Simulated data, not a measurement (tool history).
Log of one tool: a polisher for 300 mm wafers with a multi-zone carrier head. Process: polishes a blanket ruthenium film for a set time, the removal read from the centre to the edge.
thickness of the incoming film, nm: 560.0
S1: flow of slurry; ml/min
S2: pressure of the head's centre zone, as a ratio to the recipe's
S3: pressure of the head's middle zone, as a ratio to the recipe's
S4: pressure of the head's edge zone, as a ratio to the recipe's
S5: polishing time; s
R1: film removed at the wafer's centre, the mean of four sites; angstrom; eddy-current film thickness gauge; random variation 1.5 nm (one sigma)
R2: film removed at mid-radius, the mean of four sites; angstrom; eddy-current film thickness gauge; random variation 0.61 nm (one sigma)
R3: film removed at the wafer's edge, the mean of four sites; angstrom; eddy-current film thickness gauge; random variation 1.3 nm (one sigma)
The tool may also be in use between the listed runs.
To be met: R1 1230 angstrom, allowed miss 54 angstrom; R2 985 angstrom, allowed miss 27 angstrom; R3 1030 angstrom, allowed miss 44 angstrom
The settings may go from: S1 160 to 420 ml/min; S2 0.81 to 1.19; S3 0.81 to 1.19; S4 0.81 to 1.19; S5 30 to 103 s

| run | hour | S1 | S2 | S3 | S4 | S5 | R1 | R2 | R3 |
|---|---|---|---|---|---|---|---|---|---|
| 1 | 0 | 270 | 1 | 1 | 1 | 66 | 784.66 | 779.02 | 752.65 |
| 2 | 5.9 | 270 | 1 | 1.07 | 1 | 66 | 784.57 | 832 | 760.54 |
| 3 | 10.8 | 270 | 1 | 1.04 | 1 | 66 | 784.84 | 822.13 | 761.52 |
| 4 | 17.2 | 270 | 1 | 0.98 | 1 | 66 | 773.61 | 763.06 | 772.26 |
| 5 | 24.2 | 270 | 0.97 | 0.98 | 1 | 66 | 757.24 | 767.47 | 763.46 |
| 6 | 28.1 | 205 | 0.97 | 0.98 | 1 | 66 | 742.61 | 744.36 | 748.29 |
| 7 | 33.9 | 205 | 0.97 | 0.98 | 1 | 66 | 739.58 | 749.23 | 736.21 |
| 8 | 40.4 | 270 | 1.07 | 0.99 | 1.1 | 84 | 1094.1 | 991.16 | 998.99 |
| 9 | 41.7 | 275 | 1.09 | 0.98 | 1.11 | 84 | 1114.8 | 985.42 | 1030.1 |
| 10 | 47.8 | 275 | 1.12 | 0.98 | 1.1 | 84 | 1135.8 | 981.21 | 991.21 |
| 11 | 52 | 280 | 1.13 | 0.97 | 1.11 | 84 | 1120.8 | 974.07 | 1008.5 |

4 next moves are on the table. One of them brings every result within its allowed miss. Which?
| A | 56.2 | 295 | 1.17 | 0.94 | 1.06 | 86 | ? | ? | ? |
| B | 56.2 | 305 | 1.13 | 0.96 | 1.12 | 81 | ? | ? | ? |
| C | 56.2 | 285 | 1 | 1.05 | 1.16 | 80 | ? | ? | ? |
| D | 56.2 | 320 | 0.97 | 0.92 | 1.15 | 88 | ? | ? | ? |

| move | R1 | R2 | R3 |
|---|---|---|---|
| A | 1233.2 | 984.32 | 1021.1 |
| B | 1126.1 | 947.02 | 982.32 |
| C | 976.11 | 1002.3 | 975.68 |
| D | 1054.3 | 998.49 | 1081.7 |
A: meets every target
B: as far off as the last run
C: further off than the last run
D: further off than the last run
Move A is the one to make.
